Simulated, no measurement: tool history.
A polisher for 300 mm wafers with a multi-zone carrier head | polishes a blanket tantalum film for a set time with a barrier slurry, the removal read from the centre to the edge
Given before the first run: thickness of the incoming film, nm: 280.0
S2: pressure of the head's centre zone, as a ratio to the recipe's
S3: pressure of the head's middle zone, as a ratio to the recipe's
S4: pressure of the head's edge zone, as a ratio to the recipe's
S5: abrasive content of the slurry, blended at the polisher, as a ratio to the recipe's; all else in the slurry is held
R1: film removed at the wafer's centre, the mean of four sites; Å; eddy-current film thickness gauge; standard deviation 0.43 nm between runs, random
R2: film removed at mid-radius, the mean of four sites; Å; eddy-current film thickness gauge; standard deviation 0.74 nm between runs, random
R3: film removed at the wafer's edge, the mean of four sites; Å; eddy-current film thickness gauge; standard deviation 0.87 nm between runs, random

{"run": 1, "hour": 0.0, "flow of slurry (ml/min)": 180, "S2": 1, "S3": 1, "S4": 1, "S5": 1, "polishing time (s)": 54, "R1": 831.72, "R2": 806.69, "R3": 832.65}
{"run": 2, "hour": 5.3, "flow of slurry (ml/min)": 180, "S2": 1, "S3": 1, "S4": 1.06, "S5": 1, "polishing time (s)": 54, "R1": 823.43, "R2": 798.12, "R3": 842.72}
{"run": 3, "hour": 13.5, "flow of slurry (ml/min)": 205, "S2": 1, "S3": 1, "S4": 1.06, "S5": 1, "polishing time (s)": 54, "R1": 844.3, "R2": 825.98, "R3": 842.88}
{"run": 4, "hour": 22.1, "flow of slurry (ml/min)": 210, "S2": 0.98, "S3": 0.98, "S4": 1.04, "S5": 0.9, "polishing time (s)": 54, "R1": 814.45, "R2": 803.31, "R3": 833.67}
{"run": 5, "hour": 28.9, "flow of slurry (ml/min)": 205, "S2": 0.98, "S3": 0.98, "S4": 1.02, "S5": 0.8, "polishing time (s)": 53, "R1": 770.36, "R2": 779.82, "R3": 784.72}
{"run": 6, "hour": 36.1, "flow of slurry (ml/min)": 205, "S2": 0.98, "S3": 0.98, "S4": 1.09, "S5": 0.8, "polishing time (s)": 53, "R1": 776.3, "R2": 780.97, "R3": 803.15}
{"run": 7, "hour": 45.0, "flow of slurry (ml/min)": 195, "S2": 0.98, "S3": 0.97, "S4": 1.07, "S5": 0.75, "polishing time (s)": 53, "R1": 752.43, "R2": 744.08, "R3": 790.04}
{"run": 8, "hour": 54.0, "flow of slurry (ml/min)": 190, "S2": 0.98, "S3": 0.97, "S4": 1.05, "S5": 0.7, "polishing time (s)": 53, "R1": 740.52, "R2": 735.37, "R3": 778.07}

What will run 9 give?
{"run": 9, "hour": 57.0, "flow of slurry (ml/min)": 185, "S2": 0.98, "S3": 0.97, "S4": 1.03, "S5": 0.65, "polishing time (s)": 53, "R1": "?", "R2": "?", "R3": "?"}

{"run 9": {"R1": 719.93, "R2": 720.65, "R3": 738.87}}
